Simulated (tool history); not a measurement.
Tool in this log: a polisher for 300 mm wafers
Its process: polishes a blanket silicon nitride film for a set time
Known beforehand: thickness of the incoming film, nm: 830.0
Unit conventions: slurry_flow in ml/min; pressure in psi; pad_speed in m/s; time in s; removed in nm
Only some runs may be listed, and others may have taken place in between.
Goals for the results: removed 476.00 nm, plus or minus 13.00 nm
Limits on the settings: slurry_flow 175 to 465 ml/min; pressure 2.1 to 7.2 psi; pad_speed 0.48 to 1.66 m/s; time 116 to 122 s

run,day,slurry_flow,pressure,pad_speed,time,removed
1,0.000,295,4.6,1.06,116,314.71
2,0.329,295,4.6,0.88,116,269.11
3,0.662,295,4.0,0.88,116,249.19
4,0.946,295,4.8,0.92,116,290.13
5,1.058,295,5.4,0.94,116,319.11
6,1.279,295,5.4,0.94,116,315.72
7,1.629,295,5.9,0.98,116,349.30
8,1.779,295,6.2,1.02,116,374.77
9,1.992,295,6.5,1.06,116,399.45
10,2.221,295,6.7,1.08,116,411.43
11,2.329,295,6.8,1.10,116,422.53
12,2.650,295,6.9,1.12,116,433.87
13,2.996,295,7.0,1.14,116,448.87

Next run, 4 choices. One meets every target within its allowed miss, the rest don't. Which?
A,3.342,215,7.2,1.10,122,?
B,3.342,265,7.2,1.12,116,?
C,3.342,285,6.8,1.20,122,?
D,3.342,335,6.1,1.20,116,?

move,removed
A,450.67
B,446.54
C,479.62
D,428.28
A: better than the last run, though not everything is in spec
B: further off than the last run
C: every result lands within tolerance
D: further off than the last run
C is the move that brings every result within its allowed miss.
